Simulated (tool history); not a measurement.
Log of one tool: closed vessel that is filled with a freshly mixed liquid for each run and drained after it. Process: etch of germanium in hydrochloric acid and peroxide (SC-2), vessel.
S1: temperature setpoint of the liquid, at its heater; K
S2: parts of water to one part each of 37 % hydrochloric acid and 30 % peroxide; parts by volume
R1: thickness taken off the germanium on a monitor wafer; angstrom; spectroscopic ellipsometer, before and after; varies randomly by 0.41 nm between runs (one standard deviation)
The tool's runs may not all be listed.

Run 1, day 0: S1 320.15 K, S2 7 parts by volume, time in the liquid (s) 95. Result: R1 1821.7 angstrom.
Run 2, day 0.333: S1 318.65 K, S2 7 parts by volume, time in the liquid (s) 95. Result: R1 1733.7 angstrom.
Run 3, day 0.458: S1 318.65 K, S2 7 parts by volume, time in the liquid (s) 100. Result: R1 1825.5 angstrom.
Run 4, day 0.654: S1 322.65 K, S2 7 parts by volume, time in the liquid (s) 100. Result: R1 2087 angstrom.
Run 5, day 0.883: S1 320.65 K, S2 7 parts by volume, time in the liquid (s) 100. Result: R1 1952.1 angstrom.
Run 6, day 0.967: S1 320.65 K, S2 5 parts by volume, time in the liquid (s) 100. Result: R1 1969.6 angstrom.
Run 7, day 1.338: S1 312.65 K, S2 5.5 parts by volume, time in the liquid (s) 95. Result: R1 1422.5 angstrom.
Run 8, day 1.496: S1 312.15 K, S2 5.5 parts by volume, time in the liquid (s) 95. Result: R1 1395 angstrom.
Run 9, day 1.633: S1 311.65 K, S2 5.5 parts by volume, time in the liquid (s) 95. Result: R1 1372 angstrom.
Run 10, day 1.942: S1 311.15 K, S2 5.5 parts by volume, time in the liquid (s) 95. Result: R1 1348.2 angstrom.

Run 11 has not been measured yet. What should we expect?
Run 11, day 2.008: S1 311.15 K, S2 5.5 parts by volume, time in the liquid (s) 95. Result: R1 ?.

Run 11 yielded R1 1347.7 angstrom.

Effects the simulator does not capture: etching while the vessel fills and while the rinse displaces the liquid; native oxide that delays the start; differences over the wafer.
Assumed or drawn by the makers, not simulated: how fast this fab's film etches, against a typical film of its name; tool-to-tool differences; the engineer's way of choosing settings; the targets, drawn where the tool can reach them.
